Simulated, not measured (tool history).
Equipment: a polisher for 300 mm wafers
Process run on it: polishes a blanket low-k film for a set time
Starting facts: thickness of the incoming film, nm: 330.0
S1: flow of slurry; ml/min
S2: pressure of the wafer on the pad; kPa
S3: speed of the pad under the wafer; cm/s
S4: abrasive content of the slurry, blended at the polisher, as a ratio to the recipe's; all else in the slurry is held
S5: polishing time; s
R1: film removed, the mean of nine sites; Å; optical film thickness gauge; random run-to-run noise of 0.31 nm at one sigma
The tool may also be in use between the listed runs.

Run 1, hour 0.0: S1 265 ml/min, S2 13.1 kPa, S3 78 cm/s, S4 1.0, S5 103 s. Result: R1 374.47 Å.
Run 2, hour 7.5: S1 265 ml/min, S2 14.5 kPa, S3 78 cm/s, S4 1.0, S5 103 s. Result: R1 424.91 Å.
Run 3, hour 10.7: S1 300 ml/min, S2 14.5 kPa, S3 78 cm/s, S4 1.0, S5 103 s. Result: R1 407.53 Å.
Run 4, hour 18.2: S1 300 ml/min, S2 14.5 kPa, S3 78 cm/s, S4 1.0, S5 108 s. Result: R1 431.91 Å.
Run 5, hour 25.4: S1 300 ml/min, S2 13.1 kPa, S3 76 cm/s, S4 1.0, S5 108 s. Result: R1 394.79 Å.
At hour 30.0: worn pad replaced by a new one.
Run 6, hour 30.0: S1 300 ml/min, S2 11.7 kPa, S3 72 cm/s, S4 1.0, S5 108 s. Result: R1 383.83 Å.
Run 7, hour 38.2: S1 295 ml/min, S2 10.3 kPa, S3 66 cm/s, S4 0.9, S5 107 s. Result: R1 302.82 Å.

Run 8 has not been measured yet. What should we expect?
Run 8, hour 43.5: S1 295 ml/min, S2 9.7 kPa, S3 62 cm/s, S4 0.9, S5 107 s. Result: R1 ?.

Run 8 produced R1 264.25 Å.

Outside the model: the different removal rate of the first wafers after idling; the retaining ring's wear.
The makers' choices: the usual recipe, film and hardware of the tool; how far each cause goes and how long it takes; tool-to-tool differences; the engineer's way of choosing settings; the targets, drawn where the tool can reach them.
